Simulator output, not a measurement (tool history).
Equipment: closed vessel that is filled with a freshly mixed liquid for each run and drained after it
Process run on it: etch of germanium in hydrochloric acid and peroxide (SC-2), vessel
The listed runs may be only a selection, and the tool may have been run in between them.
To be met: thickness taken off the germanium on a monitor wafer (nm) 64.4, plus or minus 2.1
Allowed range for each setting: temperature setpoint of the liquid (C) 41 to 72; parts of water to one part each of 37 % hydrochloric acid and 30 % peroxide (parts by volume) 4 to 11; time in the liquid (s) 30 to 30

| run | hour | temperature setpoint of the liquid (C) | parts of water to one part each of 37 % hydrochloric acid and 30 % peroxide (parts by volume) | time in the liquid (s) | thickness taken off the germanium on a monitor wafer (nm) |
|---|---|---|---|---|---|
| 1 | 0 | 57 | 6 | 30 | 92.607 |
| 2 | 3.1 | 63 | 6 | 30 | 109.61 |
| 3 | 7.6 | 63 | 6 | 30 | 111.29 |
| 4 | 11.6 | 60.5 | 6 | 30 | 103.64 |
| 5 | 17.2 | 60.5 | 8 | 30 | 99.678 |
| 6 | 19.5 | 60.5 | 9.5 | 30 | 98.522 |
| 7 | 28.2 | 58.5 | 9.5 | 30 | 93.113 |
| 8 | 34.6 | 57 | 9.5 | 30 | 90.658 |
| 9 | 39.4 | 55.5 | 9.5 | 30 | 84.506 |
| 10 | 45.3 | 54.5 | 9.5 | 30 | 82.329 |
| 11 | 50.9 | 53.5 | 9.5 | 30 | 79.915 |
| 12 | 54 | 52.5 | 9.5 | 30 | 77.285 |
| 13 | 59.9 | 51.5 | 9.5 | 30 | 74.384 |
| 14 | 65.7 | 51 | 9.5 | 30 | 74.157 |
| 15 | 69.1 | 50.5 | 9.5 | 30 | 72.645 |

Consider the 5 candidate settings below. Which is the only one whose results all fall within their allowed miss of target?
| A | 72.5 | 48.5 | 9 | 30 | ? |
| B | 72.5 | 49.5 | 9 | 30 | ? |
| C | 72.5 | 47 | 9 | 30 | ? |
| D | 72.5 | 53 | 8.5 | 30 | ? |
| E | 72.5 | 49 | 10.5 | 30 | ? |

| move | thickness taken off the germanium on a monitor wafer (nm) |
|---|---|
| A | 69.404 |
| B | 71.647 |
| C | 66.143 |
| D | 80.325 |
| E | 69.552 |
A: nearer the targets than the last run, but a result is still out of spec
B: nearer the targets than the last run, but a result is still out of spec
C: meets every target
D: its largest miss is bigger than the last run's
E: nearer the targets than the last run, but a result is still out of spec
The move that meets every target is C.

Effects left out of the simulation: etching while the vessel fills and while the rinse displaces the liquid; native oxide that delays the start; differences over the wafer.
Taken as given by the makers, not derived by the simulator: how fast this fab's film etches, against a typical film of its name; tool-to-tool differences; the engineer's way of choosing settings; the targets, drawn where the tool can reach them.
